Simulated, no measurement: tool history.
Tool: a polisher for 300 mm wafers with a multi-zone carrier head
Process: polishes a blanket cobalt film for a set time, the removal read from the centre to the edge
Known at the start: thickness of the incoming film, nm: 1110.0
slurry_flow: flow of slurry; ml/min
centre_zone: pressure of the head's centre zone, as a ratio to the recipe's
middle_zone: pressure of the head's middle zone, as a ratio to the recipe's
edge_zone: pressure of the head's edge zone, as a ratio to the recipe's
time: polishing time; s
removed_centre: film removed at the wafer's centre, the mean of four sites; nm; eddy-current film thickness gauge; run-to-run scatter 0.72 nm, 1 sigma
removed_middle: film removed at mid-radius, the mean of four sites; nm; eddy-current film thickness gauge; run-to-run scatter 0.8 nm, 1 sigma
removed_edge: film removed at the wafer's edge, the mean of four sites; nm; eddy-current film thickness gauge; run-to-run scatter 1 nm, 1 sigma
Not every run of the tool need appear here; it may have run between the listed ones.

Run 1, hour 0: slurry_flow 155 ml/min, centre_zone 1, middle_zone 1, edge_zone 1, time 39 s. Result: removed_centre 120.94 nm, removed_middle 122.65 nm, removed_edge 125.68 nm.
Run 2, hour 8.3: slurry_flow 155 ml/min, centre_zone 1, middle_zone 0.92, edge_zone 1, time 39 s. Result: removed_centre 118.9 nm, removed_middle 119.86 nm, removed_edge 129.3 nm.
Run 3, hour 13.8: slurry_flow 155 ml/min, centre_zone 1, middle_zone 0.92, edge_zone 1, time 31 s. Result: removed_centre 96.543 nm, removed_middle 95.59 nm, removed_edge 102.55 nm.
Run 4, hour 19.5: slurry_flow 150 ml/min, centre_zone 1, middle_zone 0.91, edge_zone 0.98, time 27 s. Result: removed_centre 82.988 nm, removed_middle 80.47 nm, removed_edge 83.841 nm.
Run 5, hour 20.6: slurry_flow 140 ml/min, centre_zone 0.99, middle_zone 0.88, edge_zone 0.96, time 27 s. Result: removed_centre 82.343 nm, removed_middle 79.81 nm, removed_edge 83.2 nm.
Run 6, hour 25.8: slurry_flow 140 ml/min, centre_zone 0.99, middle_zone 0.95, edge_zone 0.96, time 27 s. Result: removed_centre 80.782 nm, removed_middle 83.789 nm, removed_edge 86.021 nm.
Run 7, hour 29.1: slurry_flow 140 ml/min, centre_zone 0.99, middle_zone 0.95, edge_zone 0.96, time 27 s. Result: removed_centre 80.651 nm, removed_middle 84.428 nm, removed_edge 84.717 nm.
Run 8, hour 31.1: slurry_flow 135 ml/min, centre_zone 0.99, middle_zone 0.92, edge_zone 0.95, time 26 s. Result: removed_centre 77.229 nm, removed_middle 78.091 nm, removed_edge 81.529 nm.

Run 9 has not been measured yet. What should we expect?
Run 9, hour 38.5: slurry_flow 130 ml/min, centre_zone 0.99, middle_zone 0.9, edge_zone 0.92, time 25 s. Result: removed_centre ?, removed_middle ?, removed_edge ?.

{"run 9": {"removed_centre": 74.222, "removed_middle": 75.109, "removed_edge": 76.981}}
